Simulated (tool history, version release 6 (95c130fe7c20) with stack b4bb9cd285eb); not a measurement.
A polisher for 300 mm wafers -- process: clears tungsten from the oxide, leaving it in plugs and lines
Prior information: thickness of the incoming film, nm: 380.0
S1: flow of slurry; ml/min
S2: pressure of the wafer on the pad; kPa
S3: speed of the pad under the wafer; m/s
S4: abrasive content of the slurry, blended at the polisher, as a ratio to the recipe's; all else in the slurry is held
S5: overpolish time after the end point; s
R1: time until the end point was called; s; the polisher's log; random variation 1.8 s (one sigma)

{"run": 1, "hour": 0.0, "S1": 165, "S2": 26.9, "S3": 0.86, "S4": 1, "S5": 7, "R1": 117.33}
{"run": 2, "hour": 4.5, "S1": 165, "S2": 26.9, "S3": 0.7, "S4": 1, "S5": 7, "R1": 133.62}
{"run": 3, "hour": 6.2, "S1": 165, "S2": 26.9, "S3": 0.7, "S4": 0.8, "S5": 7, "R1": 136.29}
{"run": 4, "hour": 11.4, "S1": 165, "S2": 26.9, "S3": 0.7, "S4": 0.8, "S5": 7, "R1": 137.97}
{"run": 5, "hour": 18.9, "S1": 160, "S2": 25.5, "S3": 0.7, "S4": 0.8, "S5": 7, "R1": 145.33}
{"run": 6, "hour": 27.8, "S1": 155, "S2": 24.1, "S3": 0.7, "S4": 0.8, "S5": 7, "R1": 149.41}
{"run": 7, "hour": 28.3, "S1": 155, "S2": 22.8, "S3": 0.7, "S4": 0.8, "S5": 7, "R1": 159.93}
{"run": 8, "hour": 34.4, "S1": 155, "S2": 22.1, "S3": 0.7, "S4": 0.8, "S5": 7, "R1": 163.97}
{"run": 9, "hour": 42.4, "S1": 155, "S2": 21.4, "S3": 0.7, "S4": 0.8, "S5": 7, "R1": 169.93}
{"run": 10, "hour": 49.6, "S1": 155, "S2": 20.7, "S3": 0.7, "S4": 0.8, "S5": 7, "R1": 174.74}

Run 11, settings as shown, results not yet in. Your forecast:
{"run": 11, "hour": 53.1, "S1": 155, "S2": 20, "S3": 0.7, "S4": 0.8, "S5": 7, "R1": "?"}

Run 11 gave R1 181.23 s.

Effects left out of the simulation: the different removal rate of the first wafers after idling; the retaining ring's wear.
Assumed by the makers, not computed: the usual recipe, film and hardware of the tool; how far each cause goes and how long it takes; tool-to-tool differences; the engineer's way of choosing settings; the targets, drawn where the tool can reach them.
